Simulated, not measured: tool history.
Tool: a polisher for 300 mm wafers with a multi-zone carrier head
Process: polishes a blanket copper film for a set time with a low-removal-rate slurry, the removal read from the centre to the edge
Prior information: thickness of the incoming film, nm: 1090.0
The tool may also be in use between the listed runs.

run	hour	flow of slurry (ml/min)	pressure of the head's centre zone	pressure of the head's middle zone	pressure of the head's edge zone	abrasive content of the slurry	polishing time (s)	film removed at the wafer's centre (nm)	film removed at mid-radius (nm)	film removed at the wafer's edge (nm)
1	0	270	1	1	1	1	88	349.88	350.77	350.08
2	4.3	275	1.02	1.01	1.04	1.15	92	389.08	389.35	392.39
3	5.8	285	1.05	1.02	1.08	1.25	93	411.83	393.32	402.97
4	14.8	285	1.05	1.03	1.1	1.3	96	425.49	423.61	427.16
5	19.9	285	0.99	1.03	1.1	1.3	96	400.4	420.37	431.78
6	21.3	285	0.99	1.03	1.1	1.3	112	470.31	483.83	499.21
7	23.4	285	1	1.02	1.09	1.3	112	470.14	486.95	495.41

What does the tool deliver on the next run?
8	31.9	285	1.01	1.01	1.09	1.3	112	?	?	?

Run 8 came out at film removed at the wafer's centre (nm) 476.97, film removed at mid-radius (nm) 481.48, film removed at the wafer's edge (nm) 498.37.

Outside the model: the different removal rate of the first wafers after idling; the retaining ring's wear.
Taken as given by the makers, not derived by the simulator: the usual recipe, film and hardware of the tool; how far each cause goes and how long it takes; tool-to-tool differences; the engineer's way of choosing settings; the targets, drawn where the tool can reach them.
